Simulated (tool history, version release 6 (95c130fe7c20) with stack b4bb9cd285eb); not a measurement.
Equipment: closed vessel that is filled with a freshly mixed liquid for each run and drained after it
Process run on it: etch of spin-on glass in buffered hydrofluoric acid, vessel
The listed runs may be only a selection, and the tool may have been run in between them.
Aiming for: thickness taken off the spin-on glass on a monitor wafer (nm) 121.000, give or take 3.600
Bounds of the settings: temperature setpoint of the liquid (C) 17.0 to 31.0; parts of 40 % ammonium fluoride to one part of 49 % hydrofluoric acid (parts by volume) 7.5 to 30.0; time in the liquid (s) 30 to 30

run    day  temperature setpoint of the liquid (C)  parts of 40 % ammonium fluoride to one part of 49 % hydrofluoric acid (parts by volume)  time in the liquid (s)  thickness taken off the spin-on glass on a monitor wafer (nm)
  1  0.000                                    23.0                                                                                     20.5                      30                                                         83.912
  2  0.300                                    24.0                                                                                     20.5                      30                                                         87.684
  3  0.658                                    25.0                                                                                     20.5                      30                                                         93.054
  4  0.892                                    25.0                                                                                     20.5                      30                                                         93.990
  5  1.125                                    26.0                                                                                     20.5                      30                                                         98.561
  6  1.500                                    26.5                                                                                     20.5                      30                                                         99.986
  7  1.667                                    27.0                                                                                     20.5                      30                                                        103.110
  8  1.754                                    27.5                                                                                     20.5                      30                                                        107.620
  9  1.888                                    28.0                                                                                     20.5                      30                                                        111.240
 10  2.217                                    29.0                                                                                     20.5                      30                                                        115.090

4 candidate next runs follow, results not yet known. Just one meets every target within its allowed miss. Identify it.
  A  2.546                                    29.0                                                                                     21.5                      30                                                              ?
  B  2.546                                    28.5                                                                                     19.0                      30                                                              ?
  C  2.546                                    31.0                                                                                     24.0                      30                                                              ?
  D  2.546                                    29.5                                                                                     22.0                      30                                                              ?

move  thickness taken off the spin-on glass on a monitor wafer (nm)
   A                                                        111.340
   B                                                        119.820
   C                                                        114.800
   D                                                        112.550
A: lands further from the targets than the last run did
B: every result lands within tolerance
C: roughly where the last run was
D: lands further from the targets than the last run did
The move that meets every target is B.

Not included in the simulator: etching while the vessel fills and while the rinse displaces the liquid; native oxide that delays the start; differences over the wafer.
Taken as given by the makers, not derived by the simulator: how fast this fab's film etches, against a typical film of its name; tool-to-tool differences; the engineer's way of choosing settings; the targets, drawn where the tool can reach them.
